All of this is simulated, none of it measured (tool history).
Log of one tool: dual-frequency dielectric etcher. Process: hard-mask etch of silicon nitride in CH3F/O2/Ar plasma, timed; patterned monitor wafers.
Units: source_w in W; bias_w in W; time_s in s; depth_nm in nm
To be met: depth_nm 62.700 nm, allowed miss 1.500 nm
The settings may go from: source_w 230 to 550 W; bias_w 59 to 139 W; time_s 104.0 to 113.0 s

run 1 day=0.000 | source_w=390 bias_w=99 time_s=113.0 | depth_nm=82.043
run 2 day=0.321 | source_w=350 bias_w=89 time_s=111.0 | depth_nm=73.462
run 3 day=0.621 | source_w=290 bias_w=89 time_s=111.0 | depth_nm=69.159
run 4 day=0.692 | source_w=290 bias_w=106 time_s=111.0 | depth_nm=75.607
run 5 day=0.950 | source_w=270 bias_w=98 time_s=110.0 | depth_nm=70.663
run 6 day=1.221 | source_w=270 bias_w=98 time_s=104.0 | depth_nm=66.730
run 7 day=1.271 | source_w=270 bias_w=98 time_s=104.0 | depth_nm=66.783
run 8 day=1.408 | source_w=260 bias_w=96 time_s=104.0 | depth_nm=65.300

Which of these 4 next moves meets every target?
run A day=1.546 | source_w=230 bias_w=77 time_s=109.0 | depth_nm=?
run B day=1.546 | source_w=240 bias_w=95 time_s=104.0 | depth_nm=?
run C day=1.546 | source_w=230 bias_w=81 time_s=105.5 | depth_nm=?
run D day=1.546 | source_w=260 bias_w=101 time_s=107.5 | depth_nm=?

move=A depth_nm=58.789
move=B depth_nm=63.521
move=C depth_nm=58.479
move=D depth_nm=69.423
A: takes the result that was furthest off past its target
B: meets every target
C: takes the result that was furthest off past its target
D: further off than the last run
Answer: B
